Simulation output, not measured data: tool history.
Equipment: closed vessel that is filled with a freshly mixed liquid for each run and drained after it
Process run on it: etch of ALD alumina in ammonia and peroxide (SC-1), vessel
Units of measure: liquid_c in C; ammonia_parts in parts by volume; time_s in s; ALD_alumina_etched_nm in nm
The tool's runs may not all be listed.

Run 1, hour 0: liquid_c 55 C, ammonia_parts 0.9 parts by volume, time_s 100 s. Result: ALD_alumina_etched_nm 5.1323 nm.
Run 2, hour 4.7: liquid_c 55 C, ammonia_parts 1.05 parts by volume, time_s 100 s. Result: ALD_alumina_etched_nm 5.1089 nm.
Run 3, hour 12.4: liquid_c 58 C, ammonia_parts 1.05 parts by volume, time_s 100 s. Result: ALD_alumina_etched_nm 6.0664 nm.
Run 4, hour 20: liquid_c 58 C, ammonia_parts 0.95 parts by volume, time_s 100 s. Result: ALD_alumina_etched_nm 5.9851 nm.
At hour 27.2: ammonia flow meter replaced.
Run 5, hour 27.2: liquid_c 60.5 C, ammonia_parts 0.95 parts by volume, time_s 100 s. Result: ALD_alumina_etched_nm 6.8313 nm.
Run 6, hour 31.4: liquid_c 62 C, ammonia_parts 0.95 parts by volume, time_s 100 s. Result: ALD_alumina_etched_nm 7.4598 nm.
Run 7, hour 33.3: liquid_c 63 C, ammonia_parts 0.95 parts by volume, time_s 100 s. Result: ALD_alumina_etched_nm 7.7933 nm.
Run 8, hour 36.3: liquid_c 64 C, ammonia_parts 0.95 parts by volume, time_s 100 s. Result: ALD_alumina_etched_nm 8.1964 nm.
Run 9, hour 40.1: liquid_c 65 C, ammonia_parts 0.95 parts by volume, time_s 100 s. Result: ALD_alumina_etched_nm 8.6047 nm.
Run 10, hour 45: liquid_c 65.5 C, ammonia_parts 0.95 parts by volume, time_s 100 s. Result: ALD_alumina_etched_nm 8.8047 nm.
Run 11, hour 52.1: liquid_c 66 C, ammonia_parts 0.95 parts by volume, time_s 100 s. Result: ALD_alumina_etched_nm 9.0524 nm.

Estimate the outcome of run 12 from the log above:
Run 12, hour 54.2: liquid_c 66.5 C, ammonia_parts 0.95 parts by volume, time_s 100 s. Result: ALD_alumina_etched_nm ?.

{"run 12": {"ALD_alumina_etched_nm": 9.4107}}
